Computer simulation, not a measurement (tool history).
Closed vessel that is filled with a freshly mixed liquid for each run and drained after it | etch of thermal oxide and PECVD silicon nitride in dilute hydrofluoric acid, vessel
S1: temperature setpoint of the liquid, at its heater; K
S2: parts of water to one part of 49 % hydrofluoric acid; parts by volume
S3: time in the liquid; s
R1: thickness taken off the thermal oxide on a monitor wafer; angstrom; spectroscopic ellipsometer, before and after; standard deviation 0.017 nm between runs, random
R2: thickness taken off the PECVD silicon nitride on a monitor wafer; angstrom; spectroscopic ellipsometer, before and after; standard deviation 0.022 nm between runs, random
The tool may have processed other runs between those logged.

run  hour      S1   S2   S3      R1      R2
  1     0  299.15  255  480  90.354  48.883
  2   9.3  298.15  290  485   74.73  40.193
  3  15.6  298.15  240  485  95.905  49.487
  4  17.5  298.15  240  630  123.95  63.925
  5  19.8  298.15  165  630  196.51  93.364
  6  28.6  295.65  165  630  179.74  79.951
  7  32.5  295.15  230  635  118.86  54.385
  8  38.1  295.15  230  635  117.78  56.282
  9  43.9  295.15  230  635  118.58   55.53
 10  50.7  294.65  275  640  93.907  46.427
 11  57.3  294.15  310  640  79.001  38.915
 12  65.4  294.15  345  645  69.861  35.263
 13    74  294.15  375  650  62.738  33.249
 14  80.4  293.65  400  655  57.215  30.535
 15  88.4  293.15  415  650  53.246  28.594
 16  90.5  293.15  430  645  50.145  26.962

What does the tool deliver on the next run?
 17  94.4  293.15  440  635   ?   ?

{"run 17": {"R1": 47.837, "R2": 26.158}}
